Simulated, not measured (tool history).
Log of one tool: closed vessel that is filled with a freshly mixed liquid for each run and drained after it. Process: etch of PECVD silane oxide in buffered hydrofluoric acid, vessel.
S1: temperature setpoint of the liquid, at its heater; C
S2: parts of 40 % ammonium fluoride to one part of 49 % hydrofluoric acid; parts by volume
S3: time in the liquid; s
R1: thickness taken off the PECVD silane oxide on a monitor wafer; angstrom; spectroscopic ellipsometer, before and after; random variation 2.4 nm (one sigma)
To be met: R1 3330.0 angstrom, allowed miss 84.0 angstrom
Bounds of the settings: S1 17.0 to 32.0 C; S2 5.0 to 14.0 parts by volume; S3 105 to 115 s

run,hour,S1,S2,S3,R1
1,0.0,25.0,8.5,105,2829.3
2,3.1,25.0,11.0,105,2254.4
3,8.8,27.0,11.0,105,2517.4
4,16.1,28.5,11.0,105,2734.1
# hour 18.2: thermometer replaced
5,18.2,28.5,11.0,115,2801.6
6,26.7,29.5,11.0,115,2935.3
7,29.1,30.0,11.0,115,2998.2
8,36.9,30.5,11.0,115,3135.2
9,44.6,31.0,11.0,115,3192.8

Which of these 5 next moves meets every target?
A,52.3,29.0,10.0,115,?
B,52.3,32.0,11.5,110,?
C,52.3,30.5,9.0,105,?
D,52.3,32.0,10.0,110,?
E,52.3,31.5,11.0,110,?

move,R1
A,3133.1
B,3060.3
C,3306.6
D,3505.6
E,3113.8
A: further off than the last run
B: further off than the last run
C: meets every target
D: takes the result that was furthest off past its target
E: further off than the last run
Move C is the one to make.
